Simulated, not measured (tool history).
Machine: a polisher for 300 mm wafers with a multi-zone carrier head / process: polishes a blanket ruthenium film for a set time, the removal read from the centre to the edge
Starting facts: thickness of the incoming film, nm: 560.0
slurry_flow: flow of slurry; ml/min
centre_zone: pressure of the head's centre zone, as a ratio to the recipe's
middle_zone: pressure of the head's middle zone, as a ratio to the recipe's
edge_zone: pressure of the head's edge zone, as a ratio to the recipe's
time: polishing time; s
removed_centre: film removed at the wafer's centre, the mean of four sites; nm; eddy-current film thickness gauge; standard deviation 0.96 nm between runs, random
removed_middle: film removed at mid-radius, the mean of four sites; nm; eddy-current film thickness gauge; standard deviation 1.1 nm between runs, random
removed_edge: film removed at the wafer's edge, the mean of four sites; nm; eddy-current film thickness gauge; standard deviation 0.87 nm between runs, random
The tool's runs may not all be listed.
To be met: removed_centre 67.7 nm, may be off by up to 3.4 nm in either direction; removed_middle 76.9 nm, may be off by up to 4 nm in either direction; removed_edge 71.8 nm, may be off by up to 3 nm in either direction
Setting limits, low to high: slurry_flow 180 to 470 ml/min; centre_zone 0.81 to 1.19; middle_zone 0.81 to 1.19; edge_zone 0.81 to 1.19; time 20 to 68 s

run,day,slurry_flow,centre_zone,middle_zone,edge_zone,time,removed_centre,removed_middle,removed_edge
1,0,300,1,1,1,44,80.769,80.378,81.242
2,0.129,300,1,0.93,1,44,82.353,77.168,80.705
3,0.462,300,0.97,0.96,0.96,43,77.444,75.577,75.682
4,0.621,300,0.97,0.96,1.03,43,78.057,76.663,79.818
5,0.762,300,0.97,0.96,0.97,43,77.911,76.654,76.449
6,0.871,300,0.97,1.01,0.97,43,77.752,77.131,75.735
7,0.904,295,0.92,1.04,0.97,43,74.801,80.137,74.43
8,0.942,290,0.89,1.03,0.98,42,68.186,78.373,76.296

Pick the move, out of 4, that brings all results within their allowed miss; only one does.
A,0.979,365,0.91,0.96,1.03,39,?,?,?
B,0.979,300,0.86,1.02,1.02,44,?,?,?
C,0.979,280,0.91,1.09,0.96,40,?,?,?
D,0.979,200,0.93,1.14,0.81,41,?,?,?

move,removed_centre,removed_middle,removed_edge
A,67.551,68.673,73.321
B,70.774,78.916,81.168
C,67.333,74.19,71.581
D,66.787,74.557,66.443
A: brings the last run's worst result on target, with another outside its allowed miss
B: lands further from the targets than the last run did
C: all results in spec
D: the result that was furthest off in the last run now lies on the other side of its target
So the answer is move C, the one that meets all the targets.

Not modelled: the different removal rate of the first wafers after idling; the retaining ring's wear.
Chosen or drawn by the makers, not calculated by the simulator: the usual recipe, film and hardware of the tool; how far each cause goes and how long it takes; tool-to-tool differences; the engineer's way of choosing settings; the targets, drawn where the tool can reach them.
